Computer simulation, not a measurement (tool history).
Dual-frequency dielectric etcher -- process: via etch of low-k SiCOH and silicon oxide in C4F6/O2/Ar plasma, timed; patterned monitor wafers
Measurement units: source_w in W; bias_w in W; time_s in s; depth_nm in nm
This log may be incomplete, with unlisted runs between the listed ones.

run	day	source_w	bias_w	time_s	depth_nm
1	0.000	330	154	54.0	110.38
2	0.042	360	156	54.0	116.36
3	0.346	380	157	54.0	119.02
4	0.621	340	157	54.0	113.23
5	0.917	340	146	54.0	109.44
6	1.112	370	147	54.0	114.64
7	1.467	390	148	54.0	117.62
8	1.683	410	149	54.0	121.41
9	1.712	420	149	54.0	122.81
# day 1.933: source power generator calibrated
10	1.933	430	149	54.0	122.98

Run 11 has not been measured yet. What should we expect?
11	2.046	440	149	54.0	?

Run 11 produced depth_nm 123.67 nm.
